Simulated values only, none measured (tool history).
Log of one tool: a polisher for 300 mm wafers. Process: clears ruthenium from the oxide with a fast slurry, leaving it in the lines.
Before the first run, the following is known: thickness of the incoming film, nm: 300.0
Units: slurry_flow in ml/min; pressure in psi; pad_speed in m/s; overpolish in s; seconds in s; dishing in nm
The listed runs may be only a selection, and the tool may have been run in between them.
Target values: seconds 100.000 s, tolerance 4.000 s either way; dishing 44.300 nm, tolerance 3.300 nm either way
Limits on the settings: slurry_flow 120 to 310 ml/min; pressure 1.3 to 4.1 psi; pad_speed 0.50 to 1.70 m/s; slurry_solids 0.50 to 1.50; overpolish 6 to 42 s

run 1 hour=0.0 | slurry_flow=200 pressure=2.7 pad_speed=1.10 slurry_solids=1.00 overpolish=21 | seconds=79.758 dishing=46.107
run 2 hour=5.1 | slurry_flow=200 pressure=2.7 pad_speed=1.10 slurry_solids=0.85 overpolish=21 | seconds=85.754 dishing=45.709
run 3 hour=13.8 | slurry_flow=200 pressure=2.7 pad_speed=1.10 slurry_solids=0.85 overpolish=27 | seconds=83.055 dishing=49.867
run 4 hour=20.0 | slurry_flow=200 pressure=2.5 pad_speed=1.10 slurry_solids=0.85 overpolish=27 | seconds=91.825 dishing=49.617
run 5 hour=21.1 | slurry_flow=200 pressure=2.5 pad_speed=1.30 slurry_solids=0.85 overpolish=27 | seconds=77.211 dishing=54.486
run 6 hour=26.7 | slurry_flow=200 pressure=2.5 pad_speed=1.40 slurry_solids=0.85 overpolish=27 | seconds=73.055 dishing=59.022
run 7 hour=30.0 | slurry_flow=200 pressure=2.3 pad_speed=1.38 slurry_solids=0.85 overpolish=25 | seconds=78.470 dishing=52.065
run 8 hour=38.5 | slurry_flow=200 pressure=2.1 pad_speed=1.38 slurry_solids=0.85 overpolish=25 | seconds=86.632 dishing=49.000
run 9 hour=40.1 | slurry_flow=200 pressure=2.0 pad_speed=1.38 slurry_solids=0.85 overpolish=25 | seconds=89.864 dishing=47.127
run 10 hour=46.7 | slurry_flow=200 pressure=1.9 pad_speed=1.38 slurry_solids=0.85 overpolish=25 | seconds=96.211 dishing=47.686
run 11 hour=54.4 | slurry_flow=200 pressure=1.9 pad_speed=1.38 slurry_solids=0.85 overpolish=24 | seconds=93.115 dishing=44.106

4 candidate next runs follow, results not yet known. Just one meets every target within its allowed miss. Identify it.
run A hour=62.1 | slurry_flow=215 pressure=1.8 pad_speed=1.24 slurry_solids=0.85 overpolish=26 | seconds=? dishing=?
run B hour=62.1 | slurry_flow=195 pressure=1.8 pad_speed=1.26 slurry_solids=0.80 overpolish=37 | seconds=? dishing=?
run C hour=62.1 | slurry_flow=215 pressure=2.3 pad_speed=1.64 slurry_solids=0.55 overpolish=23 | seconds=? dishing=?
run D hour=62.1 | slurry_flow=200 pressure=1.5 pad_speed=1.52 slurry_solids=1.00 overpolish=24 | seconds=? dishing=?

move=A seconds=111.290 dishing=43.776
move=B seconds=113.840 dishing=53.057
move=C seconds=80.505 dishing=49.435
move=D seconds=102.590 dishing=43.814
A: the result that was furthest off in the last run now lies on the other side of its target
B: the result that was furthest off in the last run now lies on the other side of its target
C: moves away from the targets compared with the last run
D: meets every target
The right move is D.

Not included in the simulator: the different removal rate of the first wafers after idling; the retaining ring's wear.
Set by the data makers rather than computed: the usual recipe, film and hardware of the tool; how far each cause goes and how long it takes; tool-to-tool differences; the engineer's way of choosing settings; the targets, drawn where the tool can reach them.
